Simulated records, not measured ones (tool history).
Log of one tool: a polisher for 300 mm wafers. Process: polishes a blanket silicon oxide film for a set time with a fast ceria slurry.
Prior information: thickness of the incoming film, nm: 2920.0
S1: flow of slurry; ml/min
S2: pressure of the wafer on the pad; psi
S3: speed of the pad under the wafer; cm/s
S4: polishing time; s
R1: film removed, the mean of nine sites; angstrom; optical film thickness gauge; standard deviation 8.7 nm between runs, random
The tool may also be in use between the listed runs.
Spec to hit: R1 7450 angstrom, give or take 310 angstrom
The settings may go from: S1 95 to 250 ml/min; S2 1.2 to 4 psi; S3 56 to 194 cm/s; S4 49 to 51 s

run	day	S1	S2	S3	S4	R1
1	0	160	2.6	124	49	9098.6
2	0.212	140	2.6	124	49	9002.3
3	0.562	140	2.5	124	49	8804.8
4	0.6	140	2.4	124	49	8243.2
5	0.712	140	2.3	124	49	8047.2
6	0.912	140	2.6	124	49	8868.8
7	1.117	140	2.5	124	49	8674.9
8	1.229	140	2.4	124	49	8445.7
9	1.521	140	2.3	124	49	8127.8
10	1.896	140	2.2	124	49	8028.9

4 next moves are on the table. One of them brings every result within its allowed miss. Which?
A	2.271	160	2.2	130	49	?
B	2.271	165	2.1	138	51	?
C	2.271	150	1.9	126	50	?
D	2.271	170	2.2	126	51	?

move	R1
A	8469
B	9093.1
C	7493.2
D	8641
A: lands further from the targets than the last run did
B: lands further from the targets than the last run did
C: all results land within tolerance of their targets
D: lands further from the targets than the last run did
Go with C: it meets all targets.
